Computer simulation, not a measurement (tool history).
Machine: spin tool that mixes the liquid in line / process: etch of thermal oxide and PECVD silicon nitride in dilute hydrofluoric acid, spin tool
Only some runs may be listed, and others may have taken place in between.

| run | hour | temperature setpoint of the liquid (C) | parts of water to one part of 49 % hydrofluoric acid (parts by volume) | time under the liquid (s) | thickness taken off the thermal oxide on a monitor wafer (nm) | thickness taken off the PECVD silicon nitride on a monitor wafer (nm) |
|---|---|---|---|---|---|---|
| 1 | 0.0 | 24.0 | 45 | 180 | 20.386 | 17.045 |
| 2 | 1.6 | 25.0 | 40 | 185 | 24.631 | 20.615 |
| 3 | 5.8 | 26.0 | 35 | 185 | 29.450 | 25.457 |
| 4 | 9.2 | 26.5 | 30 | 190 | 36.728 | 31.058 |
| 5 | 15.7 | 27.0 | 30 | 190 | 37.520 | 32.061 |
| 6 | 18.0 | 27.0 | 20 | 190 | 56.501 | 47.985 |
| 7 | 23.0 | 28.0 | 25 | 190 | 47.340 | 41.215 |
| 8 | 31.5 | 28.0 | 20 | 190 | 58.808 | 50.760 |
| 9 | 39.0 | 28.0 | 25 | 190 | 46.119 | 41.465 |
| 10 | 47.3 | 28.0 | 20 | 185 | 57.189 | 49.373 |
| 11 | 55.8 | 28.0 | 25 | 190 | 46.756 | 41.412 |
| 12 | 56.8 | 28.0 | 20 | 190 | 58.738 | 51.110 |
| 13 | 63.4 | 28.0 | 25 | 190 | 46.576 | 41.776 |
| 14 | 65.7 | 27.5 | 20 | 190 | 57.893 | 49.374 |
| 15 | 69.7 | 28.0 | 25 | 190 | 46.394 | 41.211 |
| 16 | 77.1 | 28.0 | 20 | 190 | 58.572 | 51.685 |
| 17 | 83.5 | 27.0 | 25 | 190 | 44.315 | 39.036 |

Forecast run 18:
| 18 | 90.4 | 27.5 | 25 | 190 | ? | ? |

Run 18 yielded thickness taken off the thermal oxide on a monitor wafer (nm) 45.972, thickness taken off the PECVD silicon nitride on a monitor wafer (nm) 39.325.
